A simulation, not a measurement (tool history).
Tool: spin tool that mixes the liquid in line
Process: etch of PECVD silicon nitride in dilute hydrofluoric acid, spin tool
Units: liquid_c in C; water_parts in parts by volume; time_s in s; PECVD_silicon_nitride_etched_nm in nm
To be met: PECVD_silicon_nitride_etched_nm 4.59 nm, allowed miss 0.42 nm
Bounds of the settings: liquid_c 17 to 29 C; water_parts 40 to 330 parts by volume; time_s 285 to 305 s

run	hour	liquid_c	water_parts	time_s	PECVD_silicon_nitride_etched_nm
1	0	21	185	285	1.9087
2	6	17.5	185	285	1.5588
3	8.5	18.5	175	285	1.7654
4	16.3	18.5	230	285	1.3406
5	18.5	19	215	285	1.5065
6	26.4	19.5	200	285	1.5959
7	32	20	185	285	1.8219
8	38.1	20.5	175	285	1.9329
9	38.6	21	165	285	2.1201
10	42.5	21	165	285	2.1711

Which of these 5 next moves meets every target?
A	46.4	18	170	285	?
B	46.4	27	95	305	?
C	46.4	26	150	305	?
D	46.4	20.5	80	300	?
E	46.4	22.5	150	300	?

move	PECVD_silicon_nitride_etched_nm
A	1.7409
B	6.0023
C	3.5766
D	4.5164
E	2.8003
A: further off than the last run
B: takes the result that was furthest off past its target
C: nearer than the last run, and not there yet
D: meets every target
E: nearer than the last run, and not there yet
Move D is the one to make.
